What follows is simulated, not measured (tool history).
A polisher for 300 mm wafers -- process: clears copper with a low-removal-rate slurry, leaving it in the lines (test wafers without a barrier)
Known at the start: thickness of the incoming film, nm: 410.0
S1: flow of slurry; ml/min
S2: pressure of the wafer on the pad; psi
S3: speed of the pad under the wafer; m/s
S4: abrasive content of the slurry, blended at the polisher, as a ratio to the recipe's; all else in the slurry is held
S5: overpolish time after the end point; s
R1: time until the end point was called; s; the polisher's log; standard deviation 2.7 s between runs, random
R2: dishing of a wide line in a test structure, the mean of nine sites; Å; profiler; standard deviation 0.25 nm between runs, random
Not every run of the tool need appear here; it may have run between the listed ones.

{"run": 1, "hour": 0.0, "S1": 140, "S2": 3.7, "S3": 1.22, "S4": 1, "S5": 11, "R1": 74.986, "R2": 399.74}
{"run": 2, "hour": 8.8, "S1": 140, "S2": 3.4, "S3": 1.14, "S4": 1, "S5": 10, "R1": 81.973, "R2": 326.46}
{"run": 3, "hour": 17.1, "S1": 140, "S2": 3.1, "S3": 1.06, "S4": 1, "S5": 9, "R1": 94.955, "R2": 266.69}
{"run": 4, "hour": 20.2, "S1": 160, "S2": 3.1, "S3": 1.06, "S4": 1, "S5": 9, "R1": 91.665, "R2": 264.58}
{"run": 5, "hour": 28.3, "S1": 160, "S2": 2.8, "S3": 1.02, "S4": 1, "S5": 9, "R1": 106.89, "R2": 233.21}
{"run": 6, "hour": 34.4, "S1": 160, "S2": 2.6, "S3": 1, "S4": 1, "S5": 8, "R1": 115.27, "R2": 198.33}

Run 7, settings as shown, results not yet in. Your forecast:
{"run": 7, "hour": 40.0, "S1": 160, "S2": 2.5, "S3": 1, "S4": 1, "S5": 8, "R1": "?", "R2": "?"}

R1: 118.53 s
R2: 196.72 Å

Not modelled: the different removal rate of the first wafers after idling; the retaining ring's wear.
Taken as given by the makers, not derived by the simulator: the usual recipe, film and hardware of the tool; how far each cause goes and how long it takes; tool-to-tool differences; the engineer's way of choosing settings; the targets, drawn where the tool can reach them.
